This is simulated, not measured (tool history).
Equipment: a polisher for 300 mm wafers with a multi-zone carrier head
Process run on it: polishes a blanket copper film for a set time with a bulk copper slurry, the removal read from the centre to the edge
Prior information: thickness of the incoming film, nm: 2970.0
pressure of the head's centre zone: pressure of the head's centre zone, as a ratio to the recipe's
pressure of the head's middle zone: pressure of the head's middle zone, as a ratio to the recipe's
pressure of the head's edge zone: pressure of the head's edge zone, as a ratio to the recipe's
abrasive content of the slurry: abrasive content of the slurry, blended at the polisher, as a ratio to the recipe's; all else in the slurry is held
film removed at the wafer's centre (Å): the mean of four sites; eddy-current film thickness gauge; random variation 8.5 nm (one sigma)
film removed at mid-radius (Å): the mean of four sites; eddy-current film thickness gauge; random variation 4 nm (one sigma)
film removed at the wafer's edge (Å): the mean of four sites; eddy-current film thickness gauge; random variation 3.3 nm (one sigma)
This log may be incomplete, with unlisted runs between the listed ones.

run	hour	flow of slurry (ml/min)	pressure of the head's centre zone	pressure of the head's middle zone	pressure of the head's edge zone	abrasive content of the slurry	polishing time (s)	film removed at the wafer's centre (Å)	film removed at mid-radius (Å)	film removed at the wafer's edge (Å)
1	0	230	1	1	1	1	32	3909.3	4023.5	3719.3
2	3.6	230	0.93	1	1	1	32	3644.6	3964.7	3648
3	10	230	0.93	1	1	1	25	2877.9	3137.7	2840.2
4	10.7	240	0.98	1	1.03	1.1	27	3316.8	3490.9	3213.9
5	16.7	240	0.98	1	1.03	1.2	27	3410.3	3567.2	3268.5
6	23.8	240	0.98	1	1.03	1.2	31	3944.2	4090.7	3772.6
7	28.5	245	1.01	0.99	1.06	1.25	32	4214.3	4249.9	3978.3
8	35.8	245	1.03	0.97	1.08	1.3	33	4411.3	4240.9	4158.3
9	42.9	250	1.05	0.97	1.1	1.35	34	4706.3	4575.1	4351.5

Predict the results of run 10:
10	49.9	270	1.11	0.87	1.19	1.5	38	?	?	?

film removed at the wafer's centre (Å): 5812.7
film removed at mid-radius (Å): 4781.5
film removed at the wafer's edge (Å): 5195.9
